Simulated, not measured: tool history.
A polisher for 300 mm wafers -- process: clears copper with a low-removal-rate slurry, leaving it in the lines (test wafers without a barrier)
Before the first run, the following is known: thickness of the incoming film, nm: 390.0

run	hour	flow of slurry (ml/min)	pressure of the wafer on the pad (psi)	speed of the pad under the wafer (m/s)	abrasive content of the slurry	overpolish time after the end point (s)	time until the end point was called (s)	dishing of a wide line in a test structure (angstrom)
1	0	175	3.6	0.96	1	23	135.95	403.86
2	8.5	175	3.6	0.96	0.8	23	145.17	390.88
3	15.5	175	3.6	0.84	0.8	23	154.62	363.98
4	24.3	175	3.6	0.72	0.8	23	172.11	326.77
5	26.6	180	3.9	0.72	0.85	20	157.03	315.87
6	30.1	180	3	0.72	0.85	20	201.95	241.21
7	35.3	185	3.3	0.74	0.9	17	180.84	243.55
8	41.6	185	3.3	0.74	0.9	17	177.28	241.62

Run 9, settings as shown, results not yet in. Your forecast:
9	48.2	190	4.3	0.8	0.9	7	?	?

time until the end point was called (s): 131.36
dishing of a wide line in a test structure (angstrom): 137.01
